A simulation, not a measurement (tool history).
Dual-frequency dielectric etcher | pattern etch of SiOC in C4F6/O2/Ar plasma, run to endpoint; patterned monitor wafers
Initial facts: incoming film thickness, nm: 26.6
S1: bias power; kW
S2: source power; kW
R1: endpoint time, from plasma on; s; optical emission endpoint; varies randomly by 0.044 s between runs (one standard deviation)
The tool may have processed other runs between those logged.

run 1 hour=0 | S1=0.42 S2=0.41 | R1=9.698
run 2 hour=8.8 | S1=0.445 S2=0.41 | R1=9.5578
run 3 hour=12.4 | S1=0.493 S2=0.41 | R1=9.132
run 4 hour=19.2 | S1=0.506 S2=0.41 | R1=9.1273
run 5 hour=20.3 | S1=0.519 S2=0.41 | R1=9.05
run 6 hour=26.9 | S1=0.53 S2=0.41 | R1=8.9997
run 7 hour=28.3 | S1=0.539 S2=0.42 | R1=8.8366
run 8 hour=31.3 | S1=0.547 S2=0.42 | R1=8.771
run 9 hour=34.6 | S1=0.553 S2=0.42 | R1=8.7719
run 10 hour=35.2 | S1=0.558 S2=0.42 | R1=8.7431

Run 11 comes next. What will it give?
run 11 hour=40.8 | S1=0.563 S2=0.42 | R1=?

For run 11 the tool returned R1 8.6544 s.

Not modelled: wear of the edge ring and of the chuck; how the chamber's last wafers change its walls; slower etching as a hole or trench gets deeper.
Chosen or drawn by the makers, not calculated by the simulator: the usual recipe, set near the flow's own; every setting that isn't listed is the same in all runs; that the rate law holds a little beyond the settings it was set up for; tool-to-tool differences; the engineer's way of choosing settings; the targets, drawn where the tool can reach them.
